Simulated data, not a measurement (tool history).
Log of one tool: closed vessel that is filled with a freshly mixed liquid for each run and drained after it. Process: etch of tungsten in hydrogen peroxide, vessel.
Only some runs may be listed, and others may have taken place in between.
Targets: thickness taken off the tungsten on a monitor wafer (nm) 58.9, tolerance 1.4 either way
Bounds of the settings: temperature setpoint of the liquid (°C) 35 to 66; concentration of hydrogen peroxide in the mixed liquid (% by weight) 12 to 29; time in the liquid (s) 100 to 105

run  hour  temperature setpoint of the liquid (°C)  concentration of hydrogen peroxide in the mixed liquid (% by weight)  time in the liquid (s)  thickness taken off the tungsten on a monitor wafer (nm)
  1     0                                       51                                                                  19.5                     100                                                    141.49
  2   8.7                                     48.5                                                                  19.5                     100                                                    122.01
  3  14.4                                     48.5                                                                  19.5                     100                                                    121.78
  4  18.4                                     48.5                                                                    21                     100                                                    126.14
  5  21.7                                     48.5                                                                    25                     100                                                    136.52
  6  30.4                                       46                                                                    25                     100                                                    119.28
  7  31.9                                       44                                                                  24.5                     100                                                    102.71
  8  38.8                                     42.5                                                                  24.5                     100                                                    93.997
  9  44.9                                       35                                                                  23.5                     100                                                     56.11

Consider the 4 candidate settings below. Which is the only one whose results all fall within their allowed miss of target?
  A    51                                     35.5                                                                    18                     105                                                         ?
  B    51                                       35                                                                  19.5                     105                                                         ?
  C    51                                     35.5                                                                  21.5                     105                                                         ?
  D    51                                     35.5                                                                  20.5                     100                                                         ?

move  thickness taken off the tungsten on a monitor wafer (nm)
   A                                                    53.071
   B                                                    53.416
   C                                                    58.002
   D                                                     53.94
A: lands further from the targets than the last run did
B: lands further from the targets than the last run did
C: every result within its allowed miss
D: lands further from the targets than the last run did
So the answer is move C, the one that meets all the targets.
